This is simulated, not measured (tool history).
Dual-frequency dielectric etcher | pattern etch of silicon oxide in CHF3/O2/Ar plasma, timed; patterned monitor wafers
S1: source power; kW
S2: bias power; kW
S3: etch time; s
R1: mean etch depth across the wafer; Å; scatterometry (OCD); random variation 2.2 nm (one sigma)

Run 1, day 0.000: S1 0.750 kW, S2 0.163 kW, S3 423.0 s. Result: R1 9068.5 Å.
Run 2, day 0.262: S1 0.750 kW, S2 0.186 kW, S3 423.0 s. Result: R1 9550.2 Å.
Run 3, day 0.604: S1 0.750 kW, S2 0.158 kW, S3 423.0 s. Result: R1 9078.0 Å.
Run 4, day 0.854: S1 0.710 kW, S2 0.157 kW, S3 423.0 s. Result: R1 8849.4 Å.
Run 5, day 1.162: S1 0.710 kW, S2 0.157 kW, S3 442.5 s. Result: R1 9175.3 Å.
Run 6, day 1.221: S1 0.710 kW, S2 0.169 kW, S3 442.5 s. Result: R1 9457.8 Å.
Run 7, day 1.258: S1 0.660 kW, S2 0.168 kW, S3 442.5 s. Result: R1 9156.4 Å.
Run 8, day 1.425: S1 0.630 kW, S2 0.168 kW, S3 442.5 s. Result: R1 9043.2 Å.
Run 9, day 1.533: S1 0.600 kW, S2 0.168 kW, S3 442.5 s. Result: R1 8920.1 Å.

Run 10 comes next. What will it give?
Run 10, day 1.717: S1 0.570 kW, S2 0.168 kW, S3 442.5 s. Result: R1 ?.

{"run 10": {"R1": 8770.3}}

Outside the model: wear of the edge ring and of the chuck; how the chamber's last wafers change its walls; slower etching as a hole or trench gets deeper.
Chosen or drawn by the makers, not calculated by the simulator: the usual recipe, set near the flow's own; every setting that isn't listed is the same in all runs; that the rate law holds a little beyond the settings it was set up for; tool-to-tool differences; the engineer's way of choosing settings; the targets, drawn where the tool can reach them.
